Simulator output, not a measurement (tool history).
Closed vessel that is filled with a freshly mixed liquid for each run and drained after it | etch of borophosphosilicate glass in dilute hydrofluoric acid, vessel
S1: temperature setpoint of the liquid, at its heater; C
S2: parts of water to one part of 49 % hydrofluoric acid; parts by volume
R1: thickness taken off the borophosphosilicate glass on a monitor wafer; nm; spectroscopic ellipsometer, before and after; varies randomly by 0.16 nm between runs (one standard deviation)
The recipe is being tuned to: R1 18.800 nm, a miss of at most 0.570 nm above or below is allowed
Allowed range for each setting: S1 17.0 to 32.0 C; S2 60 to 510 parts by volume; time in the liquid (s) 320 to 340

run 1 day=0.000 | S1=24.0 S2=285 time_in_the_liquid_(s)=320 | R1=24.464
run 2 day=0.258 | S1=24.0 S2=285 time_in_the_liquid_(s)=340 | R1=26.129
run 3 day=0.429 | S1=26.0 S2=285 time_in_the_liquid_(s)=340 | R1=27.911
run 4 day=0.662 | S1=25.0 S2=290 time_in_the_liquid_(s)=340 | R1=26.077
run 5 day=0.812 | S1=24.0 S2=295 time_in_the_liquid_(s)=340 | R1=24.791
run 6 day=1.200 | S1=26.0 S2=295 time_in_the_liquid_(s)=340 | R1=26.920
run 7 day=1.421 | S1=25.0 S2=295 time_in_the_liquid_(s)=340 | R1=26.334
run 8 day=1.496 | S1=24.0 S2=300 time_in_the_liquid_(s)=340 | R1=24.163
run 9 day=1.792 | S1=24.0 S2=300 time_in_the_liquid_(s)=340 | R1=24.657
run 10 day=1.842 | S1=23.0 S2=305 time_in_the_liquid_(s)=340 | R1=23.042
run 11 day=2.125 | S1=22.5 S2=305 time_in_the_liquid_(s)=340 | R1=22.386
run 12 day=2.200 | S1=22.0 S2=305 time_in_the_liquid_(s)=340 | R1=22.008

Next run, 4 choices. One meets every target within its allowed miss, the rest don't. Which?
run A day=2.275 | S1=19.5 S2=295 time_in_the_liquid_(s)=320 | R1=?
run B day=2.275 | S1=23.0 S2=320 time_in_the_liquid_(s)=320 | R1=?
run C day=2.275 | S1=19.5 S2=345 time_in_the_liquid_(s)=340 | R1=?
run D day=2.275 | S1=21.5 S2=325 time_in_the_liquid_(s)=320 | R1=?

move=A R1=19.981
move=B R1=20.409
move=C R1=17.382
move=D R1=18.978
A: closes in on the targets versus the last run, not all within tolerance yet
B: closes in on the targets versus the last run, not all within tolerance yet
C: moves the result that the last run missed by most past its target, out the other side
D: in spec on every target
The right move is D.

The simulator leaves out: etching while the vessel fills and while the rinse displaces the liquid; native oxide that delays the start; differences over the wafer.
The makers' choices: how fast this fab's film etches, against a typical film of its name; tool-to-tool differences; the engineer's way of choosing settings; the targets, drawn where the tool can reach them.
